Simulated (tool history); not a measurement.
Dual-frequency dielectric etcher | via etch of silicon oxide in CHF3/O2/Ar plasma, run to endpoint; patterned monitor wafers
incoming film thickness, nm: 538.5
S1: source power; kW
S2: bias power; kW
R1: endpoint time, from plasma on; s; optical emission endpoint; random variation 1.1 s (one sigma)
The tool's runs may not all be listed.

| run | hour | S1 | S2 | R1 |
|---|---|---|---|---|
| 1 | 0 | 0.89 | 0.125 | 271.82 |
| 2 | 3.4 | 0.74 | 0.125 | 283.63 |
| 3 | 7.2 | 0.67 | 0.125 | 289.16 |
| 4 | 13 | 0.72 | 0.13 | 282.27 |
| 5 | 21.1 | 0.77 | 0.134 | 273.17 |
| 6 | 22 | 0.67 | 0.134 | 281.48 |
|  | 30.9 | source power generator calibrated |
| 7 | 30.9 | 0.72 | 0.137 | 274.97 |
| 8 | 35.7 | 0.76 | 0.14 | 267.5 |
| 9 | 44.2 | 0.94 | 0.15 | 246.53 |

Forecast run 10:
| 10 | 50.2 | 0.95 | 0.151 | ? |

{"run 10": {"R1": 246.02}}

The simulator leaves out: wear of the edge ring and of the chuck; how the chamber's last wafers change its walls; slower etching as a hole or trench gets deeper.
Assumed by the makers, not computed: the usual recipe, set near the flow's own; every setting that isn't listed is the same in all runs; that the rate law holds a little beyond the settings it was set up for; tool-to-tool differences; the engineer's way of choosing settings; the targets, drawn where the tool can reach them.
